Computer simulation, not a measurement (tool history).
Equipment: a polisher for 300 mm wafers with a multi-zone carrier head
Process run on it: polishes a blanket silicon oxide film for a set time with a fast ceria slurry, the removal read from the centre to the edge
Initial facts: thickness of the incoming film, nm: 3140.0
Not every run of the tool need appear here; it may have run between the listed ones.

| run | hour | flow of slurry (ml/min) | pressure of the head's centre zone | pressure of the head's middle zone | pressure of the head's edge zone | polishing time (s) | film removed at the wafer's centre (nm) | film removed at mid-radius (nm) | film removed at the wafer's edge (nm) |
|---|---|---|---|---|---|---|---|---|---|
| 1 | 0 | 255 | 1 | 1 | 1 | 47 | 1108.7 | 1066.2 | 1117.7 |
| 2 | 1.1 | 250 | 0.98 | 1.03 | 0.96 | 46 | 1040.6 | 1066.1 | 1080.4 |
| 3 | 2.1 | 250 | 0.98 | 1.06 | 0.96 | 46 | 1047.6 | 1075.1 | 1075.5 |
| 4 | 6.5 | 250 | 0.98 | 1.06 | 0.96 | 51 | 1175.5 | 1200.1 | 1192.6 |
| 5 | 14.1 | 250 | 0.98 | 1.06 | 0.96 | 59 | 1349.1 | 1391.1 | 1385.1 |
| 6 | 19.5 | 250 | 0.98 | 1.06 | 0.96 | 65 | 1482.8 | 1527.8 | 1522.9 |
| 7 | 26.7 | 260 | 0.97 | 1.08 | 0.93 | 59 | 1351.3 | 1411.4 | 1362 |
| 8 | 29.5 | 270 | 0.95 | 1.1 | 0.91 | 54 | 1186 | 1327.8 | 1224.4 |
|  | 35.6 | slurry nozzle cleaned |
| 9 | 35.6 | 285 | 0.95 | 1.09 | 0.89 | 50 | 1163.2 | 1271.1 | 1164.5 |
| 10 | 44.3 | 265 | 0.95 | 1.1 | 0.87 | 48 | 1122.3 | 1205.3 | 1124.8 |
| 11 | 47.9 | 285 | 0.95 | 1.11 | 0.88 | 45 | 1044.9 | 1165.5 | 1044.3 |
| 12 | 53.5 | 280 | 0.95 | 1.12 | 0.88 | 43 | 1031.6 | 1122.2 | 981.13 |
| 13 | 60.6 | 270 | 0.94 | 1.13 | 0.89 | 42 | 964.73 | 1096 | 981.08 |

What will run 14 give?
| 14 | 69.2 | 270 | 0.94 | 1.14 | 0.89 | 41 | ? | ? | ? |

{"run 14": {"film removed at the wafer's centre (nm)": 920.79, "film removed at mid-radius (nm)": 1071.4, "film removed at the wafer's edge (nm)": 943.99}}
